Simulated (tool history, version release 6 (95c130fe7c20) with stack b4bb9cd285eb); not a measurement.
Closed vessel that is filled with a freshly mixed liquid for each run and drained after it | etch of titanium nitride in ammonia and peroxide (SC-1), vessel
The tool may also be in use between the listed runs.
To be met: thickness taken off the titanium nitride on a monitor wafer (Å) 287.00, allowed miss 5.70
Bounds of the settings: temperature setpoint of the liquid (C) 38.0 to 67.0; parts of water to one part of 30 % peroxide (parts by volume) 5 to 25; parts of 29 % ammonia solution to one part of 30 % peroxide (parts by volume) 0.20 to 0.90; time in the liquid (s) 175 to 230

run,day,temperature setpoint of the liquid (C),parts of water to one part of 30 % peroxide (parts by volume),parts of 29 % ammonia solution to one part of 30 % peroxide (parts by volume),time in the liquid (s),thickness taken off the titanium nitride on a monitor wafer (Å)
1,0.000,51.0,14,0.50,230,170.88
2,0.088,53.5,14,0.50,230,201.81
3,0.367,53.5,14,0.40,230,194.74
4,0.529,53.5,11,0.40,230,221.57
5,0.850,54.0,11,0.40,230,229.66
6,1.021,54.0,11,0.40,175,175.67
7,1.212,55.5,11,0.40,175,192.84
8,1.288,62.5,11,0.40,175,306.31
9,1.350,62.0,11,0.40,175,296.30

Which of these 5 next moves meets every target?
A,1.412,61.5,11,0.50,185,?
B,1.412,62.5,15,0.60,180,?
C,1.412,60.5,10,0.35,175,?
D,1.412,59.0,9,0.40,195,?
E,1.412,62.5,13,0.50,180,?

move,thickness taken off the titanium nitride on a monitor wafer (Å)
A,315.85
B,286.84
C,276.20
D,301.87
E,299.95
A: further off than the last run
B: meets every target
C: takes the result that was furthest off past its target
D: further off than the last run
E: further off than the last run
Answer: B
